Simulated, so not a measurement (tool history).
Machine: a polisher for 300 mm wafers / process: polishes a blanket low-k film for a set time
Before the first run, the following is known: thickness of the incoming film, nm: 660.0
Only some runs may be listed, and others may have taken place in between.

run,day,flow of slurry (ml/min),pressure of the wafer on the pad (kPa),speed of the pad under the wafer (m/s),abrasive content of the slurry,polishing time (s),film removed (nm)
1,0.000,230,15.2,0.90,1.0,40,18.730
2,0.208,235,16.5,0.90,1.0,40,20.640
3,0.483,290,16.5,0.90,1.0,40,20.820
4,0.750,290,14.5,0.90,1.0,40,18.318
5,0.938,290,15.9,0.90,1.0,40,19.895
6,1.175,290,15.9,0.90,1.0,35,17.455
7,1.354,290,17.2,0.90,1.0,35,18.719
8,1.462,290,18.6,0.90,1.0,35,20.352

Estimate the outcome of run 9 from the log above:
9,1.492,290,19.3,0.90,1.0,35,?

{"run 9": {"film removed (nm)": 20.717}}

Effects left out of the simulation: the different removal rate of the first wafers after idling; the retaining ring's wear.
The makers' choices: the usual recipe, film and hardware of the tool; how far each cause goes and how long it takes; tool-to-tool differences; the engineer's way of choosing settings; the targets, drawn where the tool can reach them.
